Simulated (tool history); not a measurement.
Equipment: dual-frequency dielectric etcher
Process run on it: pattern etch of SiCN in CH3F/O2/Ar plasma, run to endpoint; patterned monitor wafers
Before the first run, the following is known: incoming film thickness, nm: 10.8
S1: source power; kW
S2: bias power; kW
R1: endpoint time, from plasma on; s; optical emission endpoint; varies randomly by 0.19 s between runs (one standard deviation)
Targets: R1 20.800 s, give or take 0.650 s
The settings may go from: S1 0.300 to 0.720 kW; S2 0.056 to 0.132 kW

{"run": 1, "hour": 0.0, "S1": 0.51, "S2": 0.094, "R1": 24.757}
{"run": 2, "hour": 4.8, "S1": 0.42, "S2": 0.094, "R1": 25.675}
{"run": 3, "hour": 5.9, "S1": 0.48, "S2": 0.094, "R1": 24.994}
{"run": 4, "hour": 14.5, "S1": 0.48, "S2": 0.108, "R1": 23.083}
{"run": 5, "hour": 17.3, "S1": 0.49, "S2": 0.11, "R1": 22.979}
{"run": 6, "hour": 20.6, "S1": 0.49, "S2": 0.101, "R1": 23.987}
{"run": 7, "hour": 27.0, "S1": 0.5, "S2": 0.104, "R1": 23.525}
{"run": 8, "hour": 35.1, "S1": 0.51, "S2": 0.106, "R1": 23.33}
{"run": 9, "hour": 36.6, "S1": 0.52, "S2": 0.109, "R1": 22.952}
{"run": 10, "hour": 39.2, "S1": 0.53, "S2": 0.111, "R1": 22.726}
{"run": 11, "hour": 40.0, "S1": 0.53, "S2": 0.113, "R1": 22.04}
{"run": 12, "hour": 41.4, "S1": 0.54, "S2": 0.114, "R1": 22.027}
{"run": 13, "hour": 45.9, "S1": 0.55, "S2": 0.115, "R1": 22.172}
{"run": 14, "hour": 51.9, "S1": 0.55, "S2": 0.117, "R1": 21.915}
{"hour": 60.7, "done": "bias power generator calibrated"}
{"run": 15, "hour": 60.7, "S1": 0.55, "S2": 0.118, "R1": 22.368}

Which of these 5 next moves meets every target?
{"run": "A", "hour": 69.5, "S1": 0.51, "S2": 0.11, "R1": "?"}
{"run": "B", "hour": 69.5, "S1": 0.46, "S2": 0.094, "R1": "?"}
{"run": "C", "hour": 69.5, "S1": 0.58, "S2": 0.132, "R1": "?"}
{"run": "D", "hour": 69.5, "S1": 0.52, "S2": 0.101, "R1": "?"}
{"run": "E", "hour": 69.5, "S1": 0.59, "S2": 0.099, "R1": "?"}

move=A R1=23.119
move=B R1=25.409
move=C R1=20.658
move=D R1=23.899
move=E R1=23.361
A: moves away from the targets compared with the last run
B: moves away from the targets compared with the last run
C: every result lands within tolerance
D: moves away from the targets compared with the last run
E: moves away from the targets compared with the last run
The move that meets every target is C.

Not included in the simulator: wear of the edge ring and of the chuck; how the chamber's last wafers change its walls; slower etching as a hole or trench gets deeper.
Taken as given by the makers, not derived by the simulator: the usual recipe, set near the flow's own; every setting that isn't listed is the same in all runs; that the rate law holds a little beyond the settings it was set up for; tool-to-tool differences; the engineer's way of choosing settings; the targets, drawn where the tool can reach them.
